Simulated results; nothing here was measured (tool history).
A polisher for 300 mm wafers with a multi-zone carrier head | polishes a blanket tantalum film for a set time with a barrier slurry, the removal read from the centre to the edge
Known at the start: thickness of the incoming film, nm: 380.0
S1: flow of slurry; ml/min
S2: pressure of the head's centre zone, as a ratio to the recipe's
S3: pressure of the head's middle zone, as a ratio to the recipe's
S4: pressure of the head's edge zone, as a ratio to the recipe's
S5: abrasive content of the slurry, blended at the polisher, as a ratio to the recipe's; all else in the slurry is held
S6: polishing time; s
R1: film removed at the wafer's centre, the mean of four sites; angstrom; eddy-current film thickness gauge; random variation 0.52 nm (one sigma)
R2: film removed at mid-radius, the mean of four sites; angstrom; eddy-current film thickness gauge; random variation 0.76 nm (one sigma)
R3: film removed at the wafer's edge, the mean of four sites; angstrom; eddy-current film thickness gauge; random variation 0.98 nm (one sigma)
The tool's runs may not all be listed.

run 1 day=0 | S1=180 S2=1 S3=1 S4=1 S5=1 S6=88 | R1=907.61 R2=992.7 R3=946.04
run 2 day=0.154 | S1=180 S2=1.06 S3=1 S4=1 S5=1 S6=88 | R1=941.56 R2=997.32 R3=948.07
run 3 day=0.471 | S1=170 S2=1.03 S3=0.97 S4=0.99 S5=0.9 S6=88 | R1=880.4 R2=922.17 R3=907.05
run 4 day=0.817 | S1=165 S2=1 S3=0.95 S4=0.97 S5=0.85 S6=88 | R1=854.09 R2=896.21 R3=899.05
run 5 day=1.004 | S1=160 S2=0.99 S3=0.94 S4=0.96 S5=0.8 S6=87 | R1=816.33 R2=859.74 R3=845.44
run 6 day=1.171 | S1=160 S2=0.93 S3=0.94 S4=0.96 S5=0.8 S6=87 | R1=786.28 R2=841.96 R3=840.59
run 7 day=1.271 | S1=155 S2=0.91 S3=0.93 S4=0.95 S5=0.75 S6=87 | R1=763.12 R2=838.33 R3=830.94
run 8 day=1.371 | S1=150 S2=0.9 S3=0.91 S4=0.94 S5=0.7 S6=87 | R1=733.08 R2=790.3 R3=805.15
run 9 day=1.421 | S1=145 S2=0.89 S3=0.9 S4=0.93 S5=0.7 S6=87 | R1=718.74 R2=784.58 R3=792.61

Run 10 comes next. What will it give?
run 10 day=1.504 | S1=140 S2=0.89 S3=0.89 S4=0.92 S5=0.7 S6=87 | R1=? R2=? R3=?

R1: 728.12 angstrom
R2: 775.49 angstrom
R3: 807.38 angstrom

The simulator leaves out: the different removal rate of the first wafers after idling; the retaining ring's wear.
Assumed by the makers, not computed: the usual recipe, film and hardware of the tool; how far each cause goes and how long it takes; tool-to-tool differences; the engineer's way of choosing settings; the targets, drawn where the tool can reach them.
